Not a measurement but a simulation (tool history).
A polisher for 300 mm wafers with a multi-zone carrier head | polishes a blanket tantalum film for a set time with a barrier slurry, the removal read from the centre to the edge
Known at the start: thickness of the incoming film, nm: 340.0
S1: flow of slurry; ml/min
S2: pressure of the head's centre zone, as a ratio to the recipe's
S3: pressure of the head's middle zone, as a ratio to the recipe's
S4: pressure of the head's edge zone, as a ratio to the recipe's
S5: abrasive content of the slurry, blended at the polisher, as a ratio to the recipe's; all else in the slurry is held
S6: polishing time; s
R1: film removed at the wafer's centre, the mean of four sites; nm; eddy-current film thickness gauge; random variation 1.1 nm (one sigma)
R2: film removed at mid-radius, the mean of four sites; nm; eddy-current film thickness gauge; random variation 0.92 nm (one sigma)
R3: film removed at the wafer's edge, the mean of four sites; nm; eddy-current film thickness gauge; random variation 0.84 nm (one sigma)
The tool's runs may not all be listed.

run	day	S1	S2	S3	S4	S5	S6	R1	R2	R3
1	0.000	210	1.00	1.00	1.00	1.00	82	102.520	101.240	101.450
2	0.238	240	1.00	1.00	1.00	1.00	82	102.970	103.250	102.390
3	0.350	240	1.00	1.00	1.08	1.00	82	103.200	101.690	105.020
4	0.596	240	1.00	1.00	1.08	1.00	67	82.944	85.149	86.369
5	0.800	195	1.00	1.00	1.08	1.00	67	81.600	82.293	85.791
6	0.850	200	1.01	1.02	1.09	1.05	68	85.064	86.669	88.361
7	0.933	260	1.11	1.12	1.18	1.30	70	99.966	103.520	100.730
8	1.004	265	1.12	1.13	1.18	1.35	70	100.400	106.670	102.020
9	1.154	270	1.13	1.13	1.17	1.35	70	102.370	106.010	102.030
10	1.338	275	1.14	1.14	1.16	1.35	70	102.770	106.240	100.380
11	1.450	275	1.14	1.15	1.16	1.35	71	103.570	107.900	104.510
12	1.538	270	1.15	1.16	1.15	1.35	72	106.770	111.680	103.100

The next listed run, before its measurement:
13	1.733	270	1.17	1.18	1.14	1.45	73	?	?	?

{"run 13": {"R1": 108.94, "R2": 115.86, "R3": 106.29}}

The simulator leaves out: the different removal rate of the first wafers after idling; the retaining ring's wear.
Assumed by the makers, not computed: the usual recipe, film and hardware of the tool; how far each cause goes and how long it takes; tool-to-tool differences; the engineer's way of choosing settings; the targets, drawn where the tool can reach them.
